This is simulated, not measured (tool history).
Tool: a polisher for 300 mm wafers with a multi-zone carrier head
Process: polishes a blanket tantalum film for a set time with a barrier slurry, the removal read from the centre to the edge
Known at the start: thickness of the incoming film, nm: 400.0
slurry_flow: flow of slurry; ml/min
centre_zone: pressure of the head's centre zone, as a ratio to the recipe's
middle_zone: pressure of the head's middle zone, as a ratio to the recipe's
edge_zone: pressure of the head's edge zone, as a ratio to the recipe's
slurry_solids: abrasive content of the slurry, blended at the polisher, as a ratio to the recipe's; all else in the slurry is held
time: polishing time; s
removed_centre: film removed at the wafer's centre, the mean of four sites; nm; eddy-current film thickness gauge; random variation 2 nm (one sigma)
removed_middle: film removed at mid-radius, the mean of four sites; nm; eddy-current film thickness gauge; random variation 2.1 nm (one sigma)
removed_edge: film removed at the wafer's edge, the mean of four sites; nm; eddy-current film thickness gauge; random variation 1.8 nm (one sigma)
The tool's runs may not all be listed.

Run 1, hour 0.0: slurry_flow 275 ml/min, centre_zone 1.00, middle_zone 1.00, edge_zone 1.00, slurry_solids 1.00, time 57 s. Result: removed_centre 116.62 nm, removed_middle 110.490 nm, removed_edge 109.99 nm.
Run 2, hour 8.2: slurry_flow 275 ml/min, centre_zone 1.05, middle_zone 1.00, edge_zone 1.00, slurry_solids 1.00, time 57 s. Result: removed_centre 122.81 nm, removed_middle 110.980 nm, removed_edge 110.45 nm.
Run 3, hour 9.3: slurry_flow 275 ml/min, centre_zone 1.05, middle_zone 0.95, edge_zone 1.00, slurry_solids 1.00, time 57 s. Result: removed_centre 124.66 nm, removed_middle 106.830 nm, removed_edge 110.15 nm.
Run 4, hour 14.3: slurry_flow 250 ml/min, centre_zone 1.05, middle_zone 0.95, edge_zone 1.00, slurry_solids 1.00, time 57 s. Result: removed_centre 124.06 nm, removed_middle 104.990 nm, removed_edge 109.92 nm.
Run 5, hour 21.7: slurry_flow 250 ml/min, centre_zone 1.05, middle_zone 0.90, edge_zone 1.00, slurry_solids 1.00, time 57 s. Result: removed_centre 120.39 nm, removed_middle 102.680 nm, removed_edge 109.98 nm.
Run 6, hour 26.9: slurry_flow 185 ml/min, centre_zone 1.05, middle_zone 0.90, edge_zone 1.00, slurry_solids 1.00, time 57 s. Result: removed_centre 119.15 nm, removed_middle 97.663 nm, removed_edge 107.50 nm.
Run 7, hour 32.2: slurry_flow 200 ml/min, centre_zone 1.03, middle_zone 0.94, edge_zone 1.01, slurry_solids 1.10, time 58 s. Result: removed_centre 122.14 nm, removed_middle 106.680 nm, removed_edge 113.36 nm.
Run 8, hour 34.9: slurry_flow 210 ml/min, centre_zone 1.02, middle_zone 0.97, edge_zone 1.02, slurry_solids 1.15, time 59 s. Result: removed_centre 123.28 nm, removed_middle 112.290 nm, removed_edge 117.61 nm.
Run 9, hour 37.3: slurry_flow 220 ml/min, centre_zone 1.02, middle_zone 1.00, edge_zone 1.02, slurry_solids 1.20, time 59 s. Result: removed_centre 126.71 nm, removed_middle 118.050 nm, removed_edge 118.11 nm.
Run 10, hour 43.7: slurry_flow 225 ml/min, centre_zone 1.02, middle_zone 1.02, edge_zone 1.03, slurry_solids 1.25, time 60 s. Result: removed_centre 130.57 nm, removed_middle 124.400 nm, removed_edge 120.33 nm.
Run 11, hour 48.8: slurry_flow 225 ml/min, centre_zone 1.02, middle_zone 1.02, edge_zone 1.03, slurry_solids 1.25, time 60 s. Result: removed_centre 134.34 nm, removed_middle 123.250 nm, removed_edge 122.26 nm.
At hour 54.5: centre zone pressure recalibrated.
Run 12, hour 54.5: slurry_flow 235 ml/min, centre_zone 0.98, middle_zone 1.12, edge_zone 1.10, slurry_solids 1.50, time 61 s. Result: removed_centre 124.80 nm, removed_middle 137.900 nm, removed_edge 134.27 nm.
Run 13, hour 61.6: slurry_flow 235 ml/min, centre_zone 0.99, middle_zone 1.13, edge_zone 1.09, slurry_solids 1.50, time 61 s. Result: removed_centre 124.05 nm, removed_middle 140.980 nm, removed_edge 128.25 nm.

Run 14 comes next. What will it give?
Run 14, hour 66.4: slurry_flow 235 ml/min, centre_zone 1.00, middle_zone 1.13, edge_zone 1.09, slurry_solids 1.50, time 62 s. Result: removed_centre ?, removed_middle ?, removed_edge ?.

{"run 14": {"removed_centre": 126.23, "removed_middle": 142.31, "removed_edge": 133.59}}
